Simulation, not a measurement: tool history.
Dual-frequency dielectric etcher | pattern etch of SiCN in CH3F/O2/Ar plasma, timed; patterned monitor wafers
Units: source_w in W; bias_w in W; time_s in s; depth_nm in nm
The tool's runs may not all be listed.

run,hour,source_w,bias_w,time_s,depth_nm
1,0.0,440,83,33.5,13.391
2,3.0,400,79,33.5,12.565
3,8.2,370,78,33.5,12.151
4,16.5,350,77,33.5,11.787
5,25.2,350,87,33.5,12.674
6,31.6,330,84,33.5,12.167
7,37.3,330,84,33.5,12.065

Run 8 comes next. What will it give?
8,45.3,310,83,33.5,?

depth_nm: 11.757 nm
